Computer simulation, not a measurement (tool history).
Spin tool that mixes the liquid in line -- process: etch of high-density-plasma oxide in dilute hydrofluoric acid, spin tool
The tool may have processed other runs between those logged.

run,day,temperature setpoint of the liquid (C),parts of water to one part of 49 % hydrofluoric acid (parts by volume),time under the liquid (s),thickness taken off the high-density-plasma oxide on a monitor wafer (angstrom)
1,0.000,22.0,155,90,35.692
2,0.258,25.0,155,90,39.715
3,0.304,25.0,155,90,39.492
4,0.612,22.5,170,90,32.138
5,0.683,22.5,170,90,32.366
6,0.758,21.0,180,90,28.513
7,0.892,20.0,185,90,27.074

For run 8, what comes out?
8,0.954,19.0,190,90,?

{"run 8": {"thickness taken off the high-density-plasma oxide on a monitor wafer (angstrom)": 24.799}}
